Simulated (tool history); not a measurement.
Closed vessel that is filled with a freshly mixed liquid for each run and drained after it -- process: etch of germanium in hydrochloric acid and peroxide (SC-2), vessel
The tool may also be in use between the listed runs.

| run | day | temperature setpoint of the liquid (C) | parts of water to one part each of 37 % hydrochloric acid and 30 % peroxide (parts by volume) | time in the liquid (s) | thickness taken off the germanium on a monitor wafer (angstrom) |
|---|---|---|---|---|---|
| 1 | 0 | 64 | 6 | 85 | 2706.6 |
| 2 | 0.138 | 64 | 5 | 85 | 2721.3 |
| 3 | 0.183 | 64 | 5 | 85 | 2689.5 |
| 4 | 0.517 | 63 | 5 | 85 | 2641.5 |
| 5 | 0.592 | 62 | 5 | 85 | 2541.8 |
| 6 | 0.888 | 62 | 5 | 95 | 2889.6 |
| 7 | 1.142 | 61 | 5 | 95 | 2786.9 |
| 8 | 1.446 | 60 | 5 | 95 | 2699.5 |
| 9 | 1.588 | 60 | 5 | 95 | 2704.4 |

Estimate the outcome of run 10 from the log above:
| 10 | 1.675 | 59 | 5 | 95 | ? |

thickness taken off the germanium on a monitor wafer (angstrom): 2599
